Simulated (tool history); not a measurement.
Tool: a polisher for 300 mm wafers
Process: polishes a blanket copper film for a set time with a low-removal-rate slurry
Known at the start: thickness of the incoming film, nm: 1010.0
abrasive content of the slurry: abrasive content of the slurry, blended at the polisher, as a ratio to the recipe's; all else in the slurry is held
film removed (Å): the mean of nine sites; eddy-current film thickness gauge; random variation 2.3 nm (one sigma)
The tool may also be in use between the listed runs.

| run | hour | flow of slurry (ml/min) | pressure of the wafer on the pad (psi) | speed of the pad under the wafer (cm/s) | abrasive content of the slurry | polishing time (s) | film removed (Å) |
|---|---|---|---|---|---|---|---|
| 1 | 0.0 | 190 | 1.9 | 122 | 1.00 | 70 | 1230.00 |
| 2 | 1.4 | 190 | 1.9 | 96 | 1.00 | 70 | 980.39 |
| 3 | 5.8 | 195 | 2.2 | 106 | 1.00 | 70 | 1188.90 |
| 4 | 10.8 | 150 | 2.2 | 106 | 1.00 | 70 | 1134.60 |
| 5 | 15.8 | 150 | 2.2 | 106 | 0.85 | 70 | 1094.80 |
| 6 | 24.5 | 150 | 2.2 | 106 | 0.70 | 70 | 1011.10 |
| 7 | 33.4 | 165 | 2.4 | 120 | 0.70 | 70 | 1248.30 |
| 8 | 39.4 | 175 | 2.6 | 134 | 0.70 | 70 | 1470.00 |
| 9 | 42.9 | 180 | 2.7 | 148 | 0.70 | 70 | 1704.40 |
|  | 45.7 | worn pad replaced by a new one |
| 10 | 45.7 | 185 | 2.8 | 158 | 0.70 | 70 | 2073.60 |
| 11 | 54.3 | 190 | 2.9 | 160 | 0.70 | 70 | 2118.00 |
| 12 | 56.6 | 190 | 2.9 | 164 | 0.70 | 70 | 2185.70 |
| 13 | 60.0 | 195 | 2.9 | 168 | 0.70 | 70 | 2285.80 |
| 14 | 66.5 | 195 | 2.9 | 168 | 0.70 | 70 | 2252.10 |
| 15 | 75.0 | 195 | 2.9 | 170 | 0.70 | 70 | 2271.80 |
| 16 | 75.8 | 195 | 2.9 | 170 | 0.70 | 70 | 2279.80 |

Run 17 comes next. What will it give?
| 17 | 79.4 | 195 | 2.9 | 172 | 0.70 | 70 | ? |

film removed (Å): 2303.90

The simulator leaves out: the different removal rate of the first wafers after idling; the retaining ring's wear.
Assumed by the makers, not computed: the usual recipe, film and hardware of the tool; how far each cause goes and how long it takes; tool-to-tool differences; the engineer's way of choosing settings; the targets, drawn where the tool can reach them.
